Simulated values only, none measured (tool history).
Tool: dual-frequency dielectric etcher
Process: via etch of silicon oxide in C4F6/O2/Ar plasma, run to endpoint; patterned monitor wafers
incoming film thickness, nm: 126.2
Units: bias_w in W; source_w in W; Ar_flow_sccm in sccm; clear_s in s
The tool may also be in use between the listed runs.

run	day	bias_w	source_w	Ar_flow_sccm	clear_s
1	0	414	350	216	29.773
2	0.129	414	310	216	31.047
3	0.275	414	260	216	32.532
4	0.4	414	290	216	31.51
5	0.625	446	320	211	29.368
6	0.746	470	330	209	28.307
7	0.9	490	340	207	27.627
8	1.262	506	350	205	26.437
9	1.475	518	350	204	26.237
10	1.829	529	350	203	25.861
11	2	538	350	202	25.75
12	2.354	545	350	201	25.405

Run 13 comes next. What will it give?
13	2.683	551	350	201	?

clear_s: 25.036 s
